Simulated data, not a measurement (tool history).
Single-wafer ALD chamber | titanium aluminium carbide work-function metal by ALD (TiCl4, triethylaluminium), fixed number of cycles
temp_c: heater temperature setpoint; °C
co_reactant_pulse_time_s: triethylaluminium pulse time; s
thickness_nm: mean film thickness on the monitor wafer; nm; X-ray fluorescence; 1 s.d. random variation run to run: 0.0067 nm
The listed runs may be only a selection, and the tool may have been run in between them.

run 1 day=0.000 | temp_c=310 co_reactant_pulse_time_s=15.58 | thickness_nm=1.8497
run 2 day=0.133 | temp_c=307 co_reactant_pulse_time_s=15.39 | thickness_nm=1.8154
run 3 day=0.321 | temp_c=307 co_reactant_pulse_time_s=18.05 | thickness_nm=1.8358
run 4 day=0.467 | temp_c=305 co_reactant_pulse_time_s=17.81 | thickness_nm=1.8163
run 5 day=0.733 | temp_c=305 co_reactant_pulse_time_s=20.39 | thickness_nm=1.8165
run 6 day=0.962 | temp_c=303 co_reactant_pulse_time_s=20.31 | thickness_nm=1.7960
run 7 day=1.112 | temp_c=302 co_reactant_pulse_time_s=20.26 | thickness_nm=1.8124

What will run 8 give?
run 8 day=1.342 | temp_c=300 co_reactant_pulse_time_s=18.89 | thickness_nm=?

{"run 8": {"thickness_nm": 1.8004}}

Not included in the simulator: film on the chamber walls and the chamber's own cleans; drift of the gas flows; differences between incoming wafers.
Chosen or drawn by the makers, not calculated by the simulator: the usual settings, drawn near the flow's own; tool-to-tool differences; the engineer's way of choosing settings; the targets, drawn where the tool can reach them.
